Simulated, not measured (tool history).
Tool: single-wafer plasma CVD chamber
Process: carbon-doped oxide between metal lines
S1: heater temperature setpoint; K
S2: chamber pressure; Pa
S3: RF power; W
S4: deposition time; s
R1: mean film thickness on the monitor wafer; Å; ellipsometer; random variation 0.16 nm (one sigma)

run 1 hour=0.0 | S1=623.15 S2=688 S3=460 S4=8.9 | R1=425.77
run 2 hour=5.4 | S1=623.15 S2=688 S3=430 S4=8.9 | R1=396.80
run 3 hour=10.9 | S1=623.15 S2=744 S3=430 S4=8.9 | R1=399.75
run 4 hour=18.3 | S1=623.15 S2=665 S3=430 S4=8.9 | R1=395.77
run 5 hour=22.0 | S1=623.15 S2=665 S3=430 S4=8.9 | R1=396.48
run 6 hour=27.5 | S1=621.15 S2=683 S3=455 S4=8.9 | R1=423.71
run 7 hour=34.4 | S1=618.15 S2=697 S3=465 S4=8.9 | R1=437.52
run 8 hour=41.5 | S1=615.15 S2=711 S3=470 S4=8.9 | R1=445.67

Forecast run 9:
run 9 hour=42.4 | S1=613.15 S2=721 S3=475 S4=8.9 | R1=?

Run 9 gave R1 452.78 Å.

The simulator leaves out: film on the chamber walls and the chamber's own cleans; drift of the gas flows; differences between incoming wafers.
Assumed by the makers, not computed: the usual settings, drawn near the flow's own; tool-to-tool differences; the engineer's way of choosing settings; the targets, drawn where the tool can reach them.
